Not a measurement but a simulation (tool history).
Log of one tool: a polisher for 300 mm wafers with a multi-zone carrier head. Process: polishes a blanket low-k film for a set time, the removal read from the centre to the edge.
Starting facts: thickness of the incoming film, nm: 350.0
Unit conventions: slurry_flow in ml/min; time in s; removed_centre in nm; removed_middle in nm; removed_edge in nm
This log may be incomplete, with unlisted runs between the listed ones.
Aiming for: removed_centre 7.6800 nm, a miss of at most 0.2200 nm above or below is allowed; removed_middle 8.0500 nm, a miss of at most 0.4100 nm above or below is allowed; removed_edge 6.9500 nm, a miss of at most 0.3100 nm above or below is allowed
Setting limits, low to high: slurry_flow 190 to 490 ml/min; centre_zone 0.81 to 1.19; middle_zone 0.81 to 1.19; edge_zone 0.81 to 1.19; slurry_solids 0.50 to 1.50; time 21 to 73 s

Run 1, hour 0.0: slurry_flow 315 ml/min, centre_zone 1.00, middle_zone 1.00, edge_zone 1.00, slurry_solids 1.00, time 47 s. Result: removed_centre 10.2350 nm, removed_middle 9.8646 nm, removed_edge 9.9442 nm.
Run 2, hour 5.8: slurry_flow 320 ml/min, centre_zone 1.00, middle_zone 1.02, edge_zone 0.97, slurry_solids 0.90, time 46 s. Result: removed_centre 9.6835 nm, removed_middle 9.7730 nm, removed_edge 9.4392 nm.
Run 3, hour 14.2: slurry_flow 320 ml/min, centre_zone 1.03, middle_zone 1.02, edge_zone 0.97, slurry_solids 0.90, time 46 s. Result: removed_centre 9.8265 nm, removed_middle 9.6324 nm, removed_edge 9.6716 nm.
Run 4, hour 20.8: slurry_flow 320 ml/min, centre_zone 1.08, middle_zone 1.02, edge_zone 0.97, slurry_solids 0.90, time 46 s. Result: removed_centre 10.3860 nm, removed_middle 9.4644 nm, removed_edge 9.4239 nm.
Run 5, hour 26.3: slurry_flow 325 ml/min, centre_zone 1.09, middle_zone 1.04, edge_zone 0.94, slurry_solids 0.80, time 44 s. Result: removed_centre 9.5538 nm, removed_middle 8.9994 nm, removed_edge 8.4118 nm.
Run 6, hour 34.8: slurry_flow 325 ml/min, centre_zone 1.08, middle_zone 1.04, edge_zone 0.92, slurry_solids 0.75, time 44 s. Result: removed_centre 9.2987 nm, removed_middle 8.8340 nm, removed_edge 8.4732 nm.
Run 7, hour 38.6: slurry_flow 330 ml/min, centre_zone 1.08, middle_zone 1.06, edge_zone 0.91, slurry_solids 0.70, time 43 s. Result: removed_centre 8.7396 nm, removed_middle 8.4088 nm, removed_edge 7.7256 nm.
Run 8, hour 44.2: slurry_flow 330 ml/min, centre_zone 1.07, middle_zone 1.07, edge_zone 0.90, slurry_solids 0.65, time 43 s. Result: removed_centre 8.6574 nm, removed_middle 8.5071 nm, removed_edge 7.4569 nm.
Run 9, hour 47.9: slurry_flow 330 ml/min, centre_zone 1.05, middle_zone 1.07, edge_zone 0.90, slurry_solids 0.60, time 43 s. Result: removed_centre 8.2567 nm, removed_middle 8.0509 nm, removed_edge 7.1021 nm.
Run 10, hour 50.1: slurry_flow 325 ml/min, centre_zone 1.03, middle_zone 1.07, edge_zone 0.90, slurry_solids 0.60, time 43 s. Result: removed_centre 8.0471 nm, removed_middle 8.0047 nm, removed_edge 7.2483 nm.
Run 11, hour 51.9: slurry_flow 325 ml/min, centre_zone 1.02, middle_zone 1.08, edge_zone 0.90, slurry_solids 0.60, time 43 s. Result: removed_centre 7.9059 nm, removed_middle 8.0353 nm, removed_edge 7.1618 nm.

Below are 5 possible settings for the next run. Only one of them brings all results inside the allowed miss of their targets. Which is it?
Run A, hour 53.7: slurry_flow 255 ml/min, centre_zone 1.03, middle_zone 1.15, edge_zone 0.88, slurry_solids 0.65, time 41 s. Result: removed_centre ?, removed_middle ?, removed_edge ?.
Run B, hour 53.7: slurry_flow 330 ml/min, centre_zone 0.96, middle_zone 1.19, edge_zone 0.93, slurry_solids 0.70, time 40 s. Result: removed_centre ?, removed_middle ?, removed_edge ?.
Run C, hour 53.7: slurry_flow 330 ml/min, centre_zone 0.94, middle_zone 1.12, edge_zone 0.95, slurry_solids 0.80, time 40 s. Result: removed_centre ?, removed_middle ?, removed_edge ?.
Run D, hour 53.7: slurry_flow 350 ml/min, centre_zone 1.07, middle_zone 1.09, edge_zone 0.92, slurry_solids 0.55, time 44 s. Result: removed_centre ?, removed_middle ?, removed_edge ?.
Run E, hour 53.7: slurry_flow 305 ml/min, centre_zone 1.12, middle_zone 1.12, edge_zone 0.85, slurry_solids 0.50, time 44 s. Result: removed_centre ?, removed_middle ?, removed_edge ?.

move  removed_centre  removed_middle  removed_edge
   A          7.6887          7.9729        6.9442
   B          7.3936          8.3761        7.2800
   C          7.6184          8.4935        7.7435
   D          8.2859          7.9854        7.2891
   E          8.2500          7.7313        6.7141
A: in spec on every target
B: takes the biggest miss from the last run beyond its target
C: brings the last run's worst result on target, with another outside its allowed miss
D: its largest miss is bigger than the last run's
E: its largest miss is bigger than the last run's
Go with A: it meets all targets.

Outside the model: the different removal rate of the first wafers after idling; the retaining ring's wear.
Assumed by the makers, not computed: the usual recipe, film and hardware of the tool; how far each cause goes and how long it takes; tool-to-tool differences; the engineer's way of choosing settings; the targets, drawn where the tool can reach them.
